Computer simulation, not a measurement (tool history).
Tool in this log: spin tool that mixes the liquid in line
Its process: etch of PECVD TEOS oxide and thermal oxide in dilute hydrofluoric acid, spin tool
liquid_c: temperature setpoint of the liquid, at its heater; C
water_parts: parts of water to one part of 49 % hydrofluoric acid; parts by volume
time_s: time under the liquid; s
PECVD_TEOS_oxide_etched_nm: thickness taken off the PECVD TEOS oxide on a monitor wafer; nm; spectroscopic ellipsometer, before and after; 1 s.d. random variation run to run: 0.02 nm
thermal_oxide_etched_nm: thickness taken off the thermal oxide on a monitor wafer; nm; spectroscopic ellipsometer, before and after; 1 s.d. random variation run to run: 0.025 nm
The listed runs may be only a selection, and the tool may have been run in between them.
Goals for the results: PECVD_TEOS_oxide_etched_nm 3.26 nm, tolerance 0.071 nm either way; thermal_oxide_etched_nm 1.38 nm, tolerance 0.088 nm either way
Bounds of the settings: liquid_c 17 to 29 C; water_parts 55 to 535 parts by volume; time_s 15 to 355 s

run	hour	liquid_c	water_parts	time_s	PECVD_TEOS_oxide_etched_nm	thermal_oxide_etched_nm
1	0	21	295	180	4.9176	2.0565
2	1.4	20.5	305	180	4.5379	1.9189
3	2.9	20.5	205	180	7.4395	3.1272
4	9.6	20	225	180	6.5358	2.8074
5	17	18	225	180	6.0312	2.6063
6	21.4	18	225	150	5.0932	2.0925
7	25.1	18	235	150	4.8278	1.9843
8	34	18	235	150	4.7683	1.9698
9	42.4	18	245	150	4.4923	1.8734
10	47.3	18	255	150	4.3477	1.7798
11	55.9	18	260	150	4.2218	1.8052
12	56.6	18	265	150	4.177	1.7532
13	62.9	18	270	150	4.0788	1.6838
14	63.5	18	275	150	3.9533	1.6706

Exercise: of the 5 proposed moves below, exactly one satisfies all targets within the stated allowed misses. Which move is it?
A	64.1	22	310	165	?	?
B	64.1	18.5	285	140	?	?
C	64.1	17	345	170	?	?
D	64.1	17	365	170	?	?
E	64.1	19.5	245	150	?	?

move	PECVD_TEOS_oxide_etched_nm	thermal_oxide_etched_nm
A	4.3103	1.8335
B	3.5812	1.5234
C	3.2302	1.3741
D	3.0047	1.2782
E	4.8047	2.0439
A: further off than the last run
B: nearer than the last run, and not there yet
C: all results land within tolerance of their targets
D: takes the biggest miss from the last run beyond its target
E: further off than the last run
C is the move that brings every result within its allowed miss.
